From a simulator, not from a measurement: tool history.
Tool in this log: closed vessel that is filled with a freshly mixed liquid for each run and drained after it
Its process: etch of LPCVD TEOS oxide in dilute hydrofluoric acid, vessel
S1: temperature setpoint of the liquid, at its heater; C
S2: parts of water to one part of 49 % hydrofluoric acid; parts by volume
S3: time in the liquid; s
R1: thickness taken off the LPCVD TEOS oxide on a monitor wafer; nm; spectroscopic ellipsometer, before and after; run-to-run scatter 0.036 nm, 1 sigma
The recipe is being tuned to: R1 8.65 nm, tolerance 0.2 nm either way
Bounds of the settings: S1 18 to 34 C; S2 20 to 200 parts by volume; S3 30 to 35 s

{"run": 1, "day": 0.0, "S1": 26, "S2": 110, "S3": 35, "R1": 12.878}
{"run": 2, "day": 0.121, "S1": 24, "S2": 110, "S3": 35, "R1": 12.05}
{"run": 3, "day": 0.171, "S1": 24, "S2": 90, "S3": 35, "R1": 15.031}
{"run": 4, "day": 0.471, "S1": 22.5, "S2": 90, "S3": 35, "R1": 14.036}
{"run": 5, "day": 0.808, "S1": 22.5, "S2": 125, "S3": 35, "R1": 9.7286}
{"run": 6, "day": 1.075, "S1": 22.5, "S2": 90, "S3": 35, "R1": 14.1}
{"run": 7, "day": 1.296, "S1": 22, "S2": 95, "S3": 35, "R1": 12.996}
{"run": 8, "day": 1.525, "S1": 21.5, "S2": 100, "S3": 35, "R1": 12.029}

Which one of the following 4 next-run settings gets every result inside its allowed miss? There is exactly one.
{"run": "A", "day": 1.754, "S1": 19, "S2": 115, "S3": 35, "R1": "?"}
{"run": "B", "day": 1.754, "S1": 21.5, "S2": 125, "S3": 30, "R1": "?"}
{"run": "C", "day": 1.754, "S1": 20, "S2": 110, "S3": 30, "R1": "?"}
{"run": "D", "day": 1.754, "S1": 23.5, "S2": 120, "S3": 30, "R1": "?"}

move=A R1=9.2871
move=B R1=8.0151
move=C R1=8.717
move=D R1=9.088
A: moves toward the targets from the last run without getting all of them in spec
B: moves the result that the last run missed by most past its target, out the other side
C: each result inside its tolerance
D: moves toward the targets from the last run without getting all of them in spec
Correct choice: C, which meets every target
